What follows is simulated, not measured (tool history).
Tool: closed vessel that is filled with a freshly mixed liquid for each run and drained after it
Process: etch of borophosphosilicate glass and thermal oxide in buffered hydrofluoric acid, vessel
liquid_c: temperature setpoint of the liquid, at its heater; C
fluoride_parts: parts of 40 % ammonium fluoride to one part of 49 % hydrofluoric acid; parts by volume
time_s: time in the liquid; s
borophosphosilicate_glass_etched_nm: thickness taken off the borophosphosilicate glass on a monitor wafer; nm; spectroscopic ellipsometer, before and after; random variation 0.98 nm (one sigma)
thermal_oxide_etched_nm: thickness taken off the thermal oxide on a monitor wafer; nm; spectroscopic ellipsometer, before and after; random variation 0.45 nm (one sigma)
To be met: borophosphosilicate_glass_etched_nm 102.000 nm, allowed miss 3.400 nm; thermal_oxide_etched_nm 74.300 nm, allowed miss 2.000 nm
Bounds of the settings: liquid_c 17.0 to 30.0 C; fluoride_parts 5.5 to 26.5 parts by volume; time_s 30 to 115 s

| run | day | liquid_c | fluoride_parts | time_s | borophosphosilicate_glass_etched_nm | thermal_oxide_etched_nm |
|---|---|---|---|---|---|---|
| 1 | 0.000 | 22.0 | 16.0 | 60 | 56.366 | 41.656 |
| 2 | 0.083 | 23.0 | 15.5 | 60 | 62.270 | 44.318 |
| 3 | 0.212 | 23.0 | 14.5 | 60 | 65.321 | 47.760 |
| 4 | 0.379 | 24.0 | 14.0 | 60 | 71.101 | 52.148 |
| 5 | 0.458 | 22.0 | 14.0 | 60 | 64.095 | 46.814 |
| 6 | 0.654 | 22.0 | 14.0 | 75 | 80.239 | 59.166 |
| 7 | 0.900 | 22.5 | 14.0 | 75 | 81.898 | 60.124 |
| 8 | 1.083 | 23.0 | 14.0 | 75 | 85.732 | 62.021 |
| 9 | 1.350 | 23.5 | 14.0 | 75 | 87.234 | 63.143 |
| 10 | 1.462 | 24.0 | 14.0 | 75 | 90.012 | 64.922 |
| 11 | 1.688 | 24.5 | 14.0 | 75 | 90.915 | 67.434 |

4 next moves are on the table. One of them brings every result within its allowed miss. Which?
| A | 1.912 | 26.5 | 16.5 | 95 | ? | ? |
| B | 1.912 | 20.5 | 11.5 | 85 | ? | ? |
| C | 1.912 | 18.0 | 9.5 | 90 | ? | ? |
| D | 1.912 | 22.5 | 13.0 | 90 | ? | ? |

| move | borophosphosilicate_glass_etched_nm | thermal_oxide_etched_nm |
|---|---|---|
| A | 109.400 | 79.580 |
| B | 100.930 | 73.028 |
| C | 110.280 | 79.516 |
| D | 105.690 | 76.630 |
A: takes the result that was furthest off past its target
B: meets every target
C: takes the result that was furthest off past its target
D: takes the result that was furthest off past its target
Move B is the one to make.
